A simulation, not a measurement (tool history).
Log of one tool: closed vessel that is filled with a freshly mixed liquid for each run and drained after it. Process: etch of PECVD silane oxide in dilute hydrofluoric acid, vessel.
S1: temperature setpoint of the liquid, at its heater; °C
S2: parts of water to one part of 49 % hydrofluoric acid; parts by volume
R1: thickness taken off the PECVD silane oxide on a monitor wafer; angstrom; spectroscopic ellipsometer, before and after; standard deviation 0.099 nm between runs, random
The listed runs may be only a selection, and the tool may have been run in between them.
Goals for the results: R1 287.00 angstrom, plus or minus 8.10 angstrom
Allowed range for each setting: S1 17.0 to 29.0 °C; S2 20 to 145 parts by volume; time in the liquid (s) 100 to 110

Run 1, hour 0.0: S1 21.0 °C, S2 80 parts by volume, time in the liquid (s) 100. Result: R1 359.18 angstrom.
Run 2, hour 5.6: S1 19.0 °C, S2 80 parts by volume, time in the liquid (s) 100. Result: R1 332.01 angstrom.
Run 3, hour 14.8: S1 19.0 °C, S2 80 parts by volume, time in the liquid (s) 100. Result: R1 328.68 angstrom.
Run 4, hour 19.2: S1 18.5 °C, S2 80 parts by volume, time in the liquid (s) 100. Result: R1 322.32 angstrom.
Run 5, hour 23.3: S1 18.5 °C, S2 80 parts by volume, time in the liquid (s) 100. Result: R1 325.21 angstrom.
Run 6, hour 28.4: S1 21.0 °C, S2 80 parts by volume, time in the liquid (s) 100. Result: R1 359.52 angstrom.
Run 7, hour 35.5: S1 20.0 °C, S2 80 parts by volume, time in the liquid (s) 100. Result: R1 346.35 angstrom.
Run 8, hour 36.9: S1 20.0 °C, S2 80 parts by volume, time in the liquid (s) 100. Result: R1 343.79 angstrom.
Run 9, hour 43.2: S1 19.0 °C, S2 80 parts by volume, time in the liquid (s) 100. Result: R1 329.74 angstrom.
Run 10, hour 49.8: S1 18.5 °C, S2 80 parts by volume, time in the liquid (s) 100. Result: R1 323.94 angstrom.
Run 11, hour 58.4: S1 18.0 °C, S2 80 parts by volume, time in the liquid (s) 100. Result: R1 317.01 angstrom.
Run 12, hour 60.1: S1 17.5 °C, S2 80 parts by volume, time in the liquid (s) 100. Result: R1 310.28 angstrom.

Which single option among these 4 for the next run brings every result within its allowed miss of target? Just one does.
Run A, hour 61.8: S1 17.0 °C, S2 80 parts by volume, time in the liquid (s) 100. Result: R1 ?.
Run B, hour 61.8: S1 17.5 °C, S2 80 parts by volume, time in the liquid (s) 105. Result: R1 ?.
Run C, hour 61.8: S1 21.5 °C, S2 100 parts by volume, time in the liquid (s) 105. Result: R1 ?.
Run D, hour 61.8: S1 17.0 °C, S2 85 parts by volume, time in the liquid (s) 100. Result: R1 ?.

move      R1
   A  303.66
   B  325.70
   C  300.82
   D  284.27
A: gains on the last run, yet a result remains outside its allowed miss
B: misses by more than the last run did
C: gains on the last run, yet a result remains outside its allowed miss
D: every result within its allowed miss
The move that meets every target is D.
